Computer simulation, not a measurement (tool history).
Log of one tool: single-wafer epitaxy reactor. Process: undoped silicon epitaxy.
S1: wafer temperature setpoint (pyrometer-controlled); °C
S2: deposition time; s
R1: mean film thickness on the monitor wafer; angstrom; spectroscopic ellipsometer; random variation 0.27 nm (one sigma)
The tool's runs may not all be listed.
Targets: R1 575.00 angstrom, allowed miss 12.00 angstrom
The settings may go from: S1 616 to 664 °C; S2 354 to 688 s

| run | day | S1 | S2 | R1 |
|---|---|---|---|---|
| 1 | 0.000 | 640 | 521 | 723.32 |
| 2 | 0.158 | 640 | 585 | 803.78 |
| 3 | 0.225 | 640 | 619 | 854.79 |
| 4 | 0.554 | 647 | 619 | 987.91 |
| 5 | 0.900 | 647 | 660 | 1059.90 |
| 6 | 1.058 | 654 | 660 | 1227.80 |
| 7 | 1.317 | 642 | 651 | 939.02 |
| 8 | 1.650 | 639 | 650 | 868.96 |
| 9 | 1.842 | 636 | 649 | 824.33 |
| 10 | 1.896 | 633 | 648 | 767.65 |
| 11 | 2.250 | 631 | 648 | 736.95 |
| 12 | 2.408 | 629 | 648 | 698.71 |

Which of these 5 next moves meets every target?
| A | 2.567 | 618 | 610 | ? |
| B | 2.567 | 631 | 688 | ? |
| C | 2.567 | 621 | 635 | ? |
| D | 2.567 | 620 | 584 | ? |
| E | 2.567 | 618 | 645 | ? |

| move | R1 |
|---|---|
| A | 519.38 |
| B | 783.26 |
| C | 578.58 |
| D | 520.25 |
| E | 549.19 |
A: takes the result that was furthest off past its target
B: further off than the last run
C: meets every target
D: takes the result that was furthest off past its target
E: takes the result that was furthest off past its target
Answer: C

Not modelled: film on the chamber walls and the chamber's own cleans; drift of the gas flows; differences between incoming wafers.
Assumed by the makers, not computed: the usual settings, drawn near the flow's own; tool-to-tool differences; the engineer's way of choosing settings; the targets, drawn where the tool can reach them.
